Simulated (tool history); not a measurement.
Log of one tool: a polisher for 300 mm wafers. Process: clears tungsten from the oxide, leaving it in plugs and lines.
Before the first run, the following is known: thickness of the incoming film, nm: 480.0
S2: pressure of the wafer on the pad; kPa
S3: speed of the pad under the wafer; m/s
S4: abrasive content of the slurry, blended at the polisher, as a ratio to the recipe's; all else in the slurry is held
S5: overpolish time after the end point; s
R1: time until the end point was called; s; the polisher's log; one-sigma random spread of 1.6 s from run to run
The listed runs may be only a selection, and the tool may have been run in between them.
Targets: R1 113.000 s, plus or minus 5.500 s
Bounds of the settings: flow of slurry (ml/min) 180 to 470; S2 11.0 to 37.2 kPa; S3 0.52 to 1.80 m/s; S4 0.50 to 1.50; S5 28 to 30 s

{"run": 1, "hour": 0.0, "flow of slurry (ml/min)": 300, "S2": 24.1, "S3": 1.16, "S4": 1.0, "S5": 28, "R1": 86.176}
{"run": 2, "hour": 8.8, "flow of slurry (ml/min)": 300, "S2": 24.1, "S3": 1.16, "S4": 1.15, "S5": 28, "R1": 86.181}
{"run": 3, "hour": 15.9, "flow of slurry (ml/min)": 300, "S2": 26.9, "S3": 1.16, "S4": 1.15, "S5": 28, "R1": 75.493}
{"run": 4, "hour": 24.2, "flow of slurry (ml/min)": 300, "S2": 29.6, "S3": 1.16, "S4": 1.15, "S5": 28, "R1": 69.557}
{"run": 5, "hour": 32.9, "flow of slurry (ml/min)": 300, "S2": 27.6, "S3": 1.16, "S4": 1.15, "S5": 28, "R1": 74.015}
{"run": 6, "hour": 37.8, "flow of slurry (ml/min)": 300, "S2": 26.2, "S3": 1.16, "S4": 1.15, "S5": 28, "R1": 77.622}
{"run": 7, "hour": 41.4, "flow of slurry (ml/min)": 300, "S2": 26.2, "S3": 1.16, "S4": 1.15, "S5": 28, "R1": 77.364}
{"run": 8, "hour": 49.1, "flow of slurry (ml/min)": 300, "S2": 24.8, "S3": 1.16, "S4": 1.15, "S5": 28, "R1": 81.721}
{"run": 9, "hour": 57.1, "flow of slurry (ml/min)": 300, "S2": 23.4, "S3": 1.16, "S4": 1.15, "S5": 28, "R1": 87.722}
{"run": 10, "hour": 61.2, "flow of slurry (ml/min)": 300, "S2": 22.8, "S3": 1.16, "S4": 1.15, "S5": 28, "R1": 88.028}
{"run": 11, "hour": 62.9, "flow of slurry (ml/min)": 300, "S2": 22.1, "S3": 1.16, "S4": 1.15, "S5": 28, "R1": 91.635}
{"run": 12, "hour": 67.2, "flow of slurry (ml/min)": 300, "S2": 22.1, "S3": 1.16, "S4": 1.15, "S5": 28, "R1": 90.501}
{"run": 13, "hour": 75.8, "flow of slurry (ml/min)": 300, "S2": 21.4, "S3": 1.16, "S4": 1.15, "S5": 28, "R1": 95.845}
{"run": 14, "hour": 82.7, "flow of slurry (ml/min)": 300, "S2": 20.7, "S3": 1.16, "S4": 1.15, "S5": 28, "R1": 96.555}
{"run": 15, "hour": 86.2, "flow of slurry (ml/min)": 300, "S2": 20.0, "S3": 1.16, "S4": 1.15, "S5": 28, "R1": 99.57}
{"run": 16, "hour": 87.5, "flow of slurry (ml/min)": 300, "S2": 19.3, "S3": 1.16, "S4": 1.15, "S5": 28, "R1": 105.39}

Which single option among these 5 for the next run brings every result within its allowed miss of target? Just one does.
{"run": "A", "hour": 88.8, "flow of slurry (ml/min)": 360, "S2": 24.1, "S3": 0.96, "S4": 1.05, "S5": 28, "R1": "?"}
{"run": "B", "hour": 88.8, "flow of slurry (ml/min)": 340, "S2": 16.5, "S3": 1.24, "S4": 1.1, "S5": 30, "R1": "?"}
{"run": "C", "hour": 88.8, "flow of slurry (ml/min)": 305, "S2": 17.9, "S3": 1.4, "S4": 1.1, "S5": 30, "R1": "?"}
{"run": "D", "hour": 88.8, "flow of slurry (ml/min)": 320, "S2": 17.9, "S3": 1.26, "S4": 1.15, "S5": 30, "R1": "?"}
{"run": "E", "hour": 88.8, "flow of slurry (ml/min)": 275, "S2": 20.7, "S3": 1.18, "S4": 0.95, "S5": 29, "R1": "?"}

move=A R1=102.570
move=B R1=114.430
move=C R1=94.970
move=D R1=103.760
move=E R1=101.920
A: the biggest miss grows against the last run
B: each result inside its tolerance
C: the biggest miss grows against the last run
D: the biggest miss grows against the last run
E: the biggest miss grows against the last run
B is the move that brings every result within its allowed miss.
